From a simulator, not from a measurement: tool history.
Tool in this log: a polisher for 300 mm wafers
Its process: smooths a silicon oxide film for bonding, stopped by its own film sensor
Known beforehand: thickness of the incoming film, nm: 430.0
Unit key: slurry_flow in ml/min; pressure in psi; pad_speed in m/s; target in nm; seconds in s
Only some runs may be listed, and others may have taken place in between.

run 1 day=0.000 | slurry_flow=310 pressure=2.6 pad_speed=0.80 slurry_solids=1.0 target=390 | seconds=54.889
run 2 day=0.154 | slurry_flow=310 pressure=2.6 pad_speed=0.80 slurry_solids=1.0 target=390 | seconds=54.982
run 3 day=0.183 | slurry_flow=310 pressure=2.6 pad_speed=0.66 slurry_solids=1.0 target=390 | seconds=62.709
run 4 day=0.367 | slurry_flow=310 pressure=2.2 pad_speed=0.64 slurry_solids=1.0 target=390 | seconds=77.386
run 5 day=0.567 | slurry_flow=310 pressure=2.2 pad_speed=0.64 slurry_solids=1.0 target=394 | seconds=67.739
run 6 day=0.838 | slurry_flow=310 pressure=1.9 pad_speed=0.62 slurry_solids=1.0 target=394 | seconds=79.568
run 7 day=1.033 | slurry_flow=310 pressure=1.7 pad_speed=0.62 slurry_solids=1.0 target=394 | seconds=89.610

Run 8 comes next. What will it give?
run 8 day=1.279 | slurry_flow=310 pressure=1.6 pad_speed=0.62 slurry_solids=1.0 target=394 | seconds=?

Run 8 yielded seconds 95.490 s.

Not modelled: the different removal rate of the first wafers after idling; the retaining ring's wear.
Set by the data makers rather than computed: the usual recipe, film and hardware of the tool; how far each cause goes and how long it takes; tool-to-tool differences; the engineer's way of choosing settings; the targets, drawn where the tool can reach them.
